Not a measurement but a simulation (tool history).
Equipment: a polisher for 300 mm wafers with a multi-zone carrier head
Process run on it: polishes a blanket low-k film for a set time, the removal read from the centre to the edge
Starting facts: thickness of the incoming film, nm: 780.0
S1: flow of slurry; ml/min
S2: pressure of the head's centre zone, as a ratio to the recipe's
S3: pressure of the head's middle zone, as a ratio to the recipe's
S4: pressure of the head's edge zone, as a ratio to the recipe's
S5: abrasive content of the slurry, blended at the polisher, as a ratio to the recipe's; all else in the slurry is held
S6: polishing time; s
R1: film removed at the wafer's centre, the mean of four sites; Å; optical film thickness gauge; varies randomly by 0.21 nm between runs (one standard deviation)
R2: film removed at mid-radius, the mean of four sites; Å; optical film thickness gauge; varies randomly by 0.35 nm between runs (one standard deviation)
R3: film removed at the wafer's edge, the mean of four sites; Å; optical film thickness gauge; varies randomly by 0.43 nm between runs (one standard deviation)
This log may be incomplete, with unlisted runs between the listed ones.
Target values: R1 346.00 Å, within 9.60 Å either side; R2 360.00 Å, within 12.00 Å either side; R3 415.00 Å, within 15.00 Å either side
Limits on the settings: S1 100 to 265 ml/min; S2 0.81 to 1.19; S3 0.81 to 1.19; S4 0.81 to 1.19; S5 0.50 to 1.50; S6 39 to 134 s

run	hour	S1	S2	S3	S4	S5	S6	R1	R2	R3
1	0.0	170	1.00	1.00	1.00	1.00	86	345.16	339.96	349.13
2	5.2	175	0.98	0.99	1.04	1.05	86	352.33	351.65	367.47
3	13.0	175	0.98	0.99	1.04	1.20	86	370.44	374.84	382.29
4	20.4	175	0.98	0.99	1.12	1.20	86	370.72	371.84	391.66
5	24.4	175	0.98	1.07	1.12	1.20	86	368.93	392.27	399.91
6	28.4	205	0.98	1.07	1.12	1.20	86	380.51	414.34	406.26
7	34.8	185	0.97	1.05	1.13	1.25	86	373.95	392.31	404.97
8	40.3	170	0.96	1.05	1.14	1.30	86	372.76	398.63	416.30
9	43.7	160	0.95	1.04	1.15	1.30	86	364.49	385.17	408.59
10	44.4	130	0.88	0.97	1.19	1.40	86	328.25	364.95	425.20

5 next moves are on the table. One of them brings every result within its allowed miss. Which?
A	45.1	115	0.94	0.97	1.19	1.30	89	?	?	?
B	45.1	155	1.02	1.00	1.04	1.15	86	?	?	?
C	45.1	105	0.81	0.92	1.19	1.40	92	?	?	?
D	45.1	130	0.90	1.05	1.13	1.40	88	?	?	?
E	45.1	130	0.90	0.99	1.18	1.50	81	?	?	?

move	R1	R2	R3
A	343.08	360.57	419.23
B	367.32	361.56	375.80
C	305.98	359.04	439.31
D	344.54	402.89	422.48
E	325.03	361.73	408.09
A: every result lands within tolerance
B: carries the result that was furthest off beyond its target, to the other side
C: moves away from the targets compared with the last run
D: the furthest-off result lands on target, but another misses its tolerance
E: moves away from the targets compared with the last run
So the answer is move A, the one that meets all the targets.
